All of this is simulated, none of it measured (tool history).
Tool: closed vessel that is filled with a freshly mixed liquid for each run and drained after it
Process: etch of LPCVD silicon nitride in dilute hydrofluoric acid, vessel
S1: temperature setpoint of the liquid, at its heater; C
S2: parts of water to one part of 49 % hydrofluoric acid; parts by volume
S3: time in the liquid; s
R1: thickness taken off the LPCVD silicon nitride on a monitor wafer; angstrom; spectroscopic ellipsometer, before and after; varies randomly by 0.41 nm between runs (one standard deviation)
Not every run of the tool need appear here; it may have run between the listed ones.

run    day    S1  S2    S3      R1
  1      0    22  50  3075  342.14
  2  0.167  18.5  50  3075  268.29
  3  0.192    20  50  3075  297.61
  4  0.408  21.5  50  3075  323.85
  5  0.704    19  50  3075  275.51
  6    0.9  17.5  50  3075  250.41
  7  1.196  19.5  50  3075  287.06
  8  1.521    21  50  3075  319.49
  9  1.579    22  50  3075  343.53

The next listed run, before its measurement:
 10  1.929  23  50  3075   ?

{"run 10": {"R1": 359.34}}
